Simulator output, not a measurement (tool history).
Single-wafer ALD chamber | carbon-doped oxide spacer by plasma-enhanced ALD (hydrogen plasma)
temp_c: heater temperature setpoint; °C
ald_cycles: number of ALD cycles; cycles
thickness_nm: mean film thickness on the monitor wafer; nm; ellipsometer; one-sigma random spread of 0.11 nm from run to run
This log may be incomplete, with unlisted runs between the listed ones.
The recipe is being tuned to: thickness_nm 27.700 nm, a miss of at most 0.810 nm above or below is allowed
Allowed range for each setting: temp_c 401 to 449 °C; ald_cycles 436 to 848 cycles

run,day,temp_c,ald_cycles,thickness_nm
1,0.000,425,642,31.345
2,0.225,426,628,30.383
3,0.421,434,628,29.620
4,0.762,435,621,29.134
5,1.075,426,621,30.313
6,1.400,428,613,29.560
7,1.562,428,613,29.722
8,1.779,429,606,29.282

Consider the 4 candidate settings below. Which is the only one whose results all fall within their allowed miss of target?
A,1.996,424,530,?
B,1.996,439,671,?
C,1.996,426,572,?
D,1.996,436,551,?

move,thickness_nm
A,25.944
B,31.145
C,27.806
D,25.854
A: takes the result that was furthest off past its target
B: lands further from the targets than the last run did
C: every result within its allowed miss
D: takes the result that was furthest off past its target
So the answer is move C, the one that meets all the targets.

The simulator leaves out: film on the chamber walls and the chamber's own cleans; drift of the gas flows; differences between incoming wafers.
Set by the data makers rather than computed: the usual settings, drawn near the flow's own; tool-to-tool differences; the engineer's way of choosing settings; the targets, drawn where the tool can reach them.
